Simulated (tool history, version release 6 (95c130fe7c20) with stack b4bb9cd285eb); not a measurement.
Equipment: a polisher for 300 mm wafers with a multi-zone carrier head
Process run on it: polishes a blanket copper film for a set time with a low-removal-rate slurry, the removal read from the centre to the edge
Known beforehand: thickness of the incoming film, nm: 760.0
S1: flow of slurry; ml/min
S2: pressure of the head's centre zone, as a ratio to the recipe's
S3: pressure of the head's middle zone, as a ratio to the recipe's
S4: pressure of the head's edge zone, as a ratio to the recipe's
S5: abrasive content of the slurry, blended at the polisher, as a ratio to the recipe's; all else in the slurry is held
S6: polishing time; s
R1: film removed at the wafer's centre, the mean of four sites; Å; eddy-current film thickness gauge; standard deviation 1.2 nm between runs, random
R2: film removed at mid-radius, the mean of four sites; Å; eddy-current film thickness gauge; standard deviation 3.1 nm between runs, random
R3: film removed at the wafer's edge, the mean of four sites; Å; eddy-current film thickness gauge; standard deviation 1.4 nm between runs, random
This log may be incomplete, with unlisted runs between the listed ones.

{"run": 1, "hour": 0.0, "S1": 125, "S2": 1, "S3": 1, "S4": 1, "S5": 1, "S6": 47, "R1": 2200.7, "R2": 2208.7, "R3": 2215.5}
{"run": 2, "hour": 6.8, "S1": 120, "S2": 1, "S3": 1.02, "S4": 0.96, "S5": 0.9, "S6": 47, "R1": 2099.5, "R2": 2203.2, "R3": 2090}
{"run": 3, "hour": 9.8, "S1": 115, "S2": 1, "S3": 1.02, "S4": 0.93, "S5": 0.85, "S6": 47, "R1": 2075.1, "R2": 2153.7, "R3": 2024.3}
{"run": 4, "hour": 16.5, "S1": 110, "S2": 1, "S3": 1.03, "S4": 0.91, "S5": 0.8, "S6": 47, "R1": 2000.3, "R2": 2088.2, "R3": 1952.1}
{"run": 5, "hour": 18.6, "S1": 110, "S2": 1.04, "S3": 1.03, "S4": 0.91, "S5": 0.8, "S6": 47, "R1": 2062.3, "R2": 2088.9, "R3": 1969.6}
{"run": 6, "hour": 26.5, "S1": 110, "S2": 1.04, "S3": 1.03, "S4": 0.96, "S5": 0.8, "S6": 47, "R1": 2076.7, "R2": 2070.2, "R3": 2012}
{"run": 7, "hour": 34.0, "S1": 105, "S2": 1.04, "S3": 1.05, "S4": 0.93, "S5": 0.8, "S6": 47, "R1": 2070.1, "R2": 2144.4, "R3": 1982.3}
{"run": 8, "hour": 37.3, "S1": 100, "S2": 1.04, "S3": 1.06, "S4": 0.91, "S5": 0.75, "S6": 47, "R1": 1988.9, "R2": 2096.3, "R3": 1890.7}
{"run": 9, "hour": 44.4, "S1": 95, "S2": 1.04, "S3": 1.07, "S4": 0.9, "S5": 0.75, "S6": 47, "R1": 1952.5, "R2": 2057.6, "R3": 1852.8}
{"run": 10, "hour": 50.6, "S1": 90, "S2": 1.04, "S3": 1.08, "S4": 0.89, "S5": 0.75, "S6": 47, "R1": 1931.1, "R2": 2065.6, "R3": 1858.3}

Estimate the outcome of run 11 from the log above:
{"run": 11, "hour": 58.6, "S1": 90, "S2": 1.04, "S3": 1.09, "S4": 0.87, "S5": 0.75, "S6": 47, "R1": "?", "R2": "?", "R3": "?"}

Run 11 produced R1 1934 Å, R2 2067.2 Å, R3 1828.9 Å.
